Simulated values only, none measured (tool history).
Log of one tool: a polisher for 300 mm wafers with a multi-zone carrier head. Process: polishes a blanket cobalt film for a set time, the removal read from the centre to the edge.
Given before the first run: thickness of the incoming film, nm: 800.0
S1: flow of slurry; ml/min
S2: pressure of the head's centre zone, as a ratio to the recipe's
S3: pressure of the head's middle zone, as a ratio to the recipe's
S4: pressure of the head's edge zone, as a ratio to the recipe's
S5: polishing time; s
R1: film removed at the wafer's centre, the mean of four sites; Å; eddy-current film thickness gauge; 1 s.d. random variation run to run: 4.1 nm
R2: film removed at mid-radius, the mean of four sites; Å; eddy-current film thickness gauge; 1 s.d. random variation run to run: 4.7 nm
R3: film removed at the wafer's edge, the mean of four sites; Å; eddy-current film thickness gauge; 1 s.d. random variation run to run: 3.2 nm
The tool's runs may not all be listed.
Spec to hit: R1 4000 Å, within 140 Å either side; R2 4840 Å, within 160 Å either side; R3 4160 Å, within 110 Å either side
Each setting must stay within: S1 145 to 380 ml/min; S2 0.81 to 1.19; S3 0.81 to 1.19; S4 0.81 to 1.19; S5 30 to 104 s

| run | hour | S1 | S2 | S3 | S4 | S5 | R1 | R2 | R3 |
|---|---|---|---|---|---|---|---|---|---|
| 1 | 0 | 245 | 1 | 1 | 1 | 67 | 3424.7 | 3524.7 | 3453.3 |
| 2 | 5.4 | 245 | 1 | 1 | 1.07 | 67 | 3509.7 | 3435 | 3573.5 |
| 3 | 7.7 | 245 | 1 | 1 | 1.02 | 67 | 3498.1 | 3453.5 | 3442 |
| 4 | 10.3 | 285 | 1 | 1 | 1.02 | 67 | 3490.2 | 3540.8 | 3497.6 |
| 5 | 12.4 | 285 | 1 | 0.93 | 1.02 | 67 | 3491.8 | 3285.6 | 3459.7 |
| 6 | 19.3 | 285 | 0.93 | 0.93 | 1.02 | 67 | 3281.8 | 3303.1 | 3534.1 |
| 7 | 21.4 | 290 | 0.94 | 0.96 | 1.02 | 68 | 3358.7 | 3493.1 | 3581.1 |
| 8 | 30.1 | 295 | 0.95 | 0.98 | 1.03 | 69 | 3443.1 | 3564.9 | 3677 |
| 9 | 38.2 | 295 | 0.96 | 1 | 1.03 | 70 | 3521.6 | 3690 | 3658.3 |
| 10 | 39.9 | 295 | 0.96 | 1.02 | 1.03 | 71 | 3559.8 | 3843.7 | 3759.6 |
| 11 | 43 | 295 | 0.96 | 1.04 | 1.03 | 72 | 3657 | 3943.1 | 3859.5 |
| 12 | 50.2 | 295 | 0.96 | 1.06 | 1.03 | 72 | 3688.9 | 4053.2 | 3769.8 |
| 13 | 50.9 | 295 | 0.96 | 1.07 | 1.04 | 73 | 3727.2 | 4063.8 | 3915.4 |
| 14 | 51.4 | 295 | 0.96 | 1.08 | 1.04 | 73 | 3659.6 | 4149.3 | 3873.5 |
| 15 | 58.3 | 295 | 0.96 | 1.09 | 1.04 | 73 | 3725.9 | 4078.3 | 3894 |
| 16 | 64.3 | 295 | 0.96 | 1.09 | 1.04 | 73 | 3683.8 | 4172.6 | 3866.3 |

Below are 5 possible settings for the next run. Only one of them brings all results inside the allowed miss of their targets. Which is it?
| A | 70.3 | 230 | 0.98 | 0.84 | 1.19 | 78 | ? | ? | ? |
| B | 70.3 | 295 | 0.81 | 1.15 | 1.01 | 74 | ? | ? | ? |
| C | 70.3 | 300 | 0.94 | 1.13 | 1.04 | 83 | ? | ? | ? |
| D | 70.3 | 285 | 0.98 | 1.19 | 1.07 | 78 | ? | ? | ? |
| E | 70.3 | 310 | 0.9 | 1.19 | 0.94 | 73 | ? | ? | ? |

| move | R1 | R2 | R3 |
|---|---|---|---|
| A | 3932.8 | 3489.4 | 4374.9 |
| B | 3191.3 | 4449.8 | 3893.1 |
| C | 4166.8 | 4921.2 | 4436.6 |
| D | 4060.9 | 4808.4 | 4207.6 |
| E | 3521.9 | 4542.5 | 3723.5 |
A: moves away from the targets compared with the last run
B: moves away from the targets compared with the last run
C: the furthest-off result lands on target, but another misses its tolerance
D: all results land within tolerance of their targets
E: no nearer and no further than the last run
Answer: D
